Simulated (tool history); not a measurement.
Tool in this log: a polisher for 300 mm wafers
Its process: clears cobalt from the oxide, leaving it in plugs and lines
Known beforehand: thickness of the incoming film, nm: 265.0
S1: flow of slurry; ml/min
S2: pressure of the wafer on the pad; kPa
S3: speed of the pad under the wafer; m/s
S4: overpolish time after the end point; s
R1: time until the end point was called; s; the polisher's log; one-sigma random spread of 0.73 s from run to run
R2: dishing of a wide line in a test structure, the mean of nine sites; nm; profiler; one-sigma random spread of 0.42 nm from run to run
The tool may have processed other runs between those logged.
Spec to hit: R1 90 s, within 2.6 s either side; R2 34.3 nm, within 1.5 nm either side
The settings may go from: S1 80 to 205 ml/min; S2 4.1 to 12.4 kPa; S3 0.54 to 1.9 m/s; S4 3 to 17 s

run  hour   S1   S2    S3  S4      R1      R2
  1     0  135  8.3  1.22   9  72.661  27.247
  2   3.2  115  8.3  1.22   9  74.368  27.526
  3   9.9  110  8.3  1.22  10   75.76  29.333
  4    13   85  8.3  1.22  10   81.96  27.253
  5  18.4   85  8.3  1.22  11  81.432    29.8
  6  22.3   85  8.3  1.22   9  80.752  25.397
  7  27.8   85  8.3  1.22  10  80.949  27.376
  8  30.4   85  8.3  1.22  11  81.074  29.626
  9  34.2   85  8.3  1.22  11  81.988  29.143
 10  40.5   80  7.6  1.22  14   90.99  31.915

Next run, 4 choices. One meets every target within its allowed miss, the rest don't. Which?
  A  46.8  100  7.6  1.12  17   ?   ?
  B  46.8   80  8.3  1.08  12   ?   ?
  C  46.8   80  6.9   1.3  17   ?   ?
  D  46.8   80    9  1.04  15   ?   ?

move      R1      R2
   A  91.721   36.99
   B  93.831  28.704
   C  92.672  36.731
   D  90.356  34.425
A: moves the result that the last run missed by most past its target, out the other side
B: its largest miss is bigger than the last run's
C: moves the result that the last run missed by most past its target, out the other side
D: every result within its allowed miss
Go with D: it meets all targets.
